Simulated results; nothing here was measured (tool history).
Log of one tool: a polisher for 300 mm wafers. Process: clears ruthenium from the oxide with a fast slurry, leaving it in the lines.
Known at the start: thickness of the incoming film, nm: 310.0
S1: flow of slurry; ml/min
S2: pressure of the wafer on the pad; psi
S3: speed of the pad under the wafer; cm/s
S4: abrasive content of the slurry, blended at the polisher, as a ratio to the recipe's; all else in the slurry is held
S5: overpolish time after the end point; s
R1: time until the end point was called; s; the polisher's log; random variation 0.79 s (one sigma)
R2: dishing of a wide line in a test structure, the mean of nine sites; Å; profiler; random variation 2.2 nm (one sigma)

run	hour	S1	S2	S3	S4	S5	R1	R2
1	0	200	3.3	124	1	23	44.647	919.9
2	8.7	200	3.3	124	1	15	43.827	682.32
3	16.1	200	3.3	144	1	15	38.078	773.33
4	23.6	200	3	144	1	18	41.958	798.54
5	31.2	200	3.5	144	1	18	36.586	891.13
6	37.7	200	2.9	144	1	18	43.836	782.05
7	39	200	2.7	144	1	21	46.484	829.06
8	47.8	200	2.7	144	1	21	45.735	855.59
9	54.9	200	2.5	144	1	23	49.331	857.74
10	59.8	200	2.4	144	1	25	51.15	896.49
11	66.2	200	2.3	144	1	26	53.553	887.31
12	67.1	200	2.2	144	1	27	53.859	873.27

The next listed run, before its measurement:
13	74.4	195	1.6	140	1	38	?	?

R1: 71.079 s
R2: 908.03 Å
